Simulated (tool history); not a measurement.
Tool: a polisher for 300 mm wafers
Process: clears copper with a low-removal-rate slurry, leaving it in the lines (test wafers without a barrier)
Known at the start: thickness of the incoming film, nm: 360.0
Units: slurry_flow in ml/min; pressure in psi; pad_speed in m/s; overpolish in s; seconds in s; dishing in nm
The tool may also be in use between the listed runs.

run  hour  slurry_flow  pressure  pad_speed  slurry_solids  overpolish  seconds  dishing
  1     0          145       3.8       1.08              1          30   89.853   77.028
  2   8.5          150       3.9       1.08              1          30   87.842   78.681
  3   9.6          150         4       1.08              1          30   85.189   77.947
  4  12.8          150         4       1.08              1          43   86.021   103.39
  5  15.3          150       3.5       1.08              1          43   94.557   95.394
  6  19.6          150       4.1       1.08              1          43   82.963   109.31
  7  26.2          155       4.1       1.08              1          41   83.532   104.46

Run 8 comes next. What will it give?
  8  31.1          155       4.2       1.08              1          39        ?        ?

Run 8 gave seconds 82.532 s, dishing 102.23 nm.
